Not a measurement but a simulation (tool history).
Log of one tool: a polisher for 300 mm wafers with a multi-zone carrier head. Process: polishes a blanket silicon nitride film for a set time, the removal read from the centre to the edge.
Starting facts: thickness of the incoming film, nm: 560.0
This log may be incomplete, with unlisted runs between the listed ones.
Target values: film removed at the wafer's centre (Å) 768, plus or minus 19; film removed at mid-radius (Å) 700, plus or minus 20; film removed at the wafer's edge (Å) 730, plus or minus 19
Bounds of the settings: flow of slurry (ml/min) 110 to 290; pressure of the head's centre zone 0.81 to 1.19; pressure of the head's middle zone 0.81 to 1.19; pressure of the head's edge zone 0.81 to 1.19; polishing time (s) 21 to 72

run    day  flow of slurry (ml/min)  pressure of the head's centre zone  pressure of the head's middle zone  pressure of the head's edge zone  polishing time (s)  film removed at the wafer's centre (Å)  film removed at mid-radius (Å)  film removed at the wafer's edge (Å)
  1      0                      185                                   1                                   1                                 1                  46                                  570.45                          568.47                                574.88
  2  0.146                      195                                1.02                                1.01                              1.03                  47                                  608.18                          591.19                                 579.1
  3  0.292                      195                                0.96                                1.01                              1.03                  47                                  573.19                          588.69                                593.82
  4  0.412                      200                                0.97                                   1                              1.04                  49                                  601.01                          615.84                                620.25
  5  0.629                      200                                0.97                                   1                                 1                  49                                  604.61                          617.02                                605.46
  6  0.829                      200                                0.99                                   1                              1.03                  50                                  616.26                          626.72                                622.34
  7  1.154                      200                                1.01                                0.99                              1.05                  52                                  653.64                          643.09                                666.25
  8  1.204                      210                                1.03                                0.99                              1.07                  52                                  691.68                          653.92                                663.47
  9    1.5                      250                                1.01                                0.95                              1.17                  55                                  721.85                          696.01                                762.18
 10  1.642                      255                                1.02                                0.95                              1.16                  55                                  741.59                          686.54                                754.87
 11   1.85                      260                                1.02                                0.96                              1.15                  55                                  733.95                          696.96                                747.85

Next run, 5 choices. One meets every target within its allowed miss, the rest don't. Which?
  A  2.058                      275                                1.09                                1.02                              1.15                  53                                       ?                               ?                                     ?
  B  2.058                      265                                0.99                                   1                              1.13                  54                                       ?                               ?                                     ?
  C  2.058                      235                                0.96                                0.98                              1.13                  55                                       ?                               ?                                     ?
  D  2.058                      265                                0.99                                1.02                              1.15                  53                                       ?                               ?                                     ?
  E  2.058                      250                                1.01                                   1                              1.19                  54                                       ?                               ?                                     ?

move  film removed at the wafer's centre (Å)  film removed at mid-radius (Å)  film removed at the wafer's edge (Å)
   A                                  766.95                          682.85                                734.31
   B                                  710.78                          685.95                                739.28
   C                                  692.12                          681.36                                744.92
   D                                  697.68                           680.4                                732.05
   E                                  718.73                          681.18                                755.51
A: each result inside its tolerance
B: lands further from the targets than the last run did
C: lands further from the targets than the last run did
D: lands further from the targets than the last run did
E: lands further from the targets than the last run did
Answer: A
